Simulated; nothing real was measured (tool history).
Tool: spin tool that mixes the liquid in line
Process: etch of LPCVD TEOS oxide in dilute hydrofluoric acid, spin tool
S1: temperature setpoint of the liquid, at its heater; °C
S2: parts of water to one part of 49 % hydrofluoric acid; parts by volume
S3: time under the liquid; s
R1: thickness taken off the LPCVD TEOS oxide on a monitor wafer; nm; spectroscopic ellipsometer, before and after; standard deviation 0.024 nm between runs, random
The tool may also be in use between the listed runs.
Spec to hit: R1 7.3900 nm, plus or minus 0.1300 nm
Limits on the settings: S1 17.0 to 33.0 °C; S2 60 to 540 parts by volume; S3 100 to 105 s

run,day,S1,S2,S3,R1
1,0.000,25.0,300,100,9.4889
2,0.067,25.0,230,100,13.3180
3,0.142,25.0,180,100,17.9900
4,0.442,25.0,180,105,18.9080
5,0.612,23.5,205,105,15.3130
# day 0.742: hydrofluoric acid flow meter replaced
6,0.742,23.5,245,105,13.1230
7,1.112,22.5,260,105,11.6910
8,1.408,21.5,270,105,10.7200
9,1.629,20.5,280,105,9.8906
10,1.838,20.0,285,105,9.4947
11,2.100,19.5,290,105,9.1564
12,2.175,17.0,325,105,7.1543

Exercise: of the 4 proposed moves below, exactly one satisfies all targets within the stated allowed misses. Which move is it?
A,2.250,19.5,335,105,?
B,2.250,17.0,320,105,?
C,2.250,17.0,315,100,?
D,2.250,17.0,330,105,?

move,R1
A,7.5846
B,7.3343
C,7.1252
D,7.0540
A: takes the biggest miss from the last run beyond its target
B: hits every target within its allowed miss
C: lands further from the targets than the last run did
D: lands further from the targets than the last run did
The move that meets every target is B.
